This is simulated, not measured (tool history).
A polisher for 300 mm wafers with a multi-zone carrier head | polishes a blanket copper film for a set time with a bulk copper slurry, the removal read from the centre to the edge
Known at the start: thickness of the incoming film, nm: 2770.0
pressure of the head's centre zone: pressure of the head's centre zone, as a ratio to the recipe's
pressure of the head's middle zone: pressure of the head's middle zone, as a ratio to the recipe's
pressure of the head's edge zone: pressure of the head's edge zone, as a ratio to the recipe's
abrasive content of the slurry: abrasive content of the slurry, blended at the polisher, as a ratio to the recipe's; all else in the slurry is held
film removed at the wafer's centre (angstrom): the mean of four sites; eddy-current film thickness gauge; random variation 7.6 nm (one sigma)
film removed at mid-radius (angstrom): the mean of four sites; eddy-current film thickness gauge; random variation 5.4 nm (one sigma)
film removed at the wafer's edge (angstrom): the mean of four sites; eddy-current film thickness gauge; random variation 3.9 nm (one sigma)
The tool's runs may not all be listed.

| run | hour | flow of slurry (ml/min) | pressure of the head's centre zone | pressure of the head's middle zone | pressure of the head's edge zone | abrasive content of the slurry | polishing time (s) | film removed at the wafer's centre (angstrom) | film removed at mid-radius (angstrom) | film removed at the wafer's edge (angstrom) |
|---|---|---|---|---|---|---|---|---|---|---|
| 1 | 0.0 | 280 | 1.00 | 1.00 | 1.00 | 1.00 | 77 | 4557.2 | 4516.6 | 4466.2 |
| 2 | 7.5 | 280 | 1.00 | 1.00 | 1.00 | 1.00 | 67 | 3997.0 | 3884.2 | 3843.6 |
| 3 | 10.6 | 285 | 1.01 | 1.02 | 1.02 | 1.05 | 70 | 4220.0 | 4175.7 | 4183.1 |
| 4 | 16.7 | 235 | 1.01 | 1.02 | 1.02 | 1.05 | 70 | 4079.8 | 4104.3 | 4131.2 |
| 5 | 25.2 | 250 | 1.02 | 1.05 | 1.02 | 1.10 | 72 | 4438.3 | 4338.1 | 4269.3 |
| 6 | 33.0 | 250 | 1.07 | 1.05 | 1.02 | 1.10 | 72 | 4621.8 | 4356.1 | 4309.9 |
| 7 | 41.3 | 260 | 1.06 | 1.07 | 1.03 | 1.15 | 74 | 4849.7 | 4710.4 | 4475.9 |

Run 8 comes next. What will it give?
| 8 | 49.7 | 260 | 1.06 | 1.08 | 1.05 | 1.20 | 76 | ? | ? | ? |

film removed at the wafer's centre (angstrom): 4961.5
film removed at mid-radius (angstrom): 4835.2
film removed at the wafer's edge (angstrom): 4611.3
